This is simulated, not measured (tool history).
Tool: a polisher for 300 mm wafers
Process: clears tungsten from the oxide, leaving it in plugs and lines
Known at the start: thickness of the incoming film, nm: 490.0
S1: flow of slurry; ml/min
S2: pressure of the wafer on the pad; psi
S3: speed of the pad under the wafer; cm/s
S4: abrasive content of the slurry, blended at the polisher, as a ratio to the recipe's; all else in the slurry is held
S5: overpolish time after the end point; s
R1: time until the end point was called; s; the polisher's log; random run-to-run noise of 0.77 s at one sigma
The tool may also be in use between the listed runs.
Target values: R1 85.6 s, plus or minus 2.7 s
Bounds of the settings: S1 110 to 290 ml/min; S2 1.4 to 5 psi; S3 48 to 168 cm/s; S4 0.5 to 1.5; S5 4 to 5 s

run,hour,S1,S2,S3,S4,S5,R1
1,0,185,3.2,108,1,5,98.392
2,0.7,185,3.2,108,1,4,98.147
3,5.8,185,2.6,108,1,4,119.35
4,12.9,220,2.6,108,1,4,117.74
5,21.7,220,3,108,1,4,102.79
6,28.9,220,3.1,108,1,4,98.743
7,29.8,220,3.2,108,1,4,96.313
8,37,220,3.3,108,1,4,91.996
9,46,220,3.3,108,1,4,94.092

Which of these 4 next moves meets every target?
A,55,230,3.4,124,1,5,?
B,55,255,3.4,108,1,4,?
C,55,170,3.4,118,0.95,4,?
D,55,225,3.4,104,0.7,5,?

move,R1
A,80.207
B,90.739
C,87.088
D,101.37
A: carries the result that was furthest off beyond its target, to the other side
B: gains on the last run, yet a result remains outside its allowed miss
C: meets every target
D: its largest miss is bigger than the last run's
Move C is the one to make.
